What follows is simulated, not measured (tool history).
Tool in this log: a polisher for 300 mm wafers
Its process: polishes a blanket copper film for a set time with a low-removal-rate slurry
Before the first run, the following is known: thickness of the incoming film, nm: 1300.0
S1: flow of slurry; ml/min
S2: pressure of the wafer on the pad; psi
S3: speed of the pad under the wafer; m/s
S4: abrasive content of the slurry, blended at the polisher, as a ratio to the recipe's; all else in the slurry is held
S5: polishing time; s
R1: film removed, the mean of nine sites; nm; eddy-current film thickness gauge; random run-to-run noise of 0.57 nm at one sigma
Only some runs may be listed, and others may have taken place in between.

| run | hour | S1 | S2 | S3 | S4 | S5 | R1 |
|---|---|---|---|---|---|---|---|
| 1 | 0 | 130 | 2.4 | 1.1 | 1 | 44 | 115.91 |
| 2 | 6.4 | 120 | 2.2 | 1.1 | 1 | 44 | 105.39 |
| 3 | 12.1 | 150 | 2.2 | 1.1 | 1 | 44 | 111.75 |
| 4 | 18.1 | 135 | 2 | 1.1 | 1 | 44 | 101.61 |
| 5 | 27 | 135 | 2.5 | 1.1 | 1 | 44 | 118.76 |
| 6 | 33.5 | 125 | 2.2 | 1.1 | 1 | 44 | 108.65 |
| 7 | 37.9 | 120 | 1.9 | 1.1 | 1 | 44 | 95.68 |
| 8 | 40.6 | 115 | 1.8 | 1.1 | 1 | 44 | 90.993 |

Run 9 is up next; what results do you expect?
| 9 | 41.6 | 110 | 1.7 | 1.1 | 1 | 44 | ? |

R1: 86.637 nm
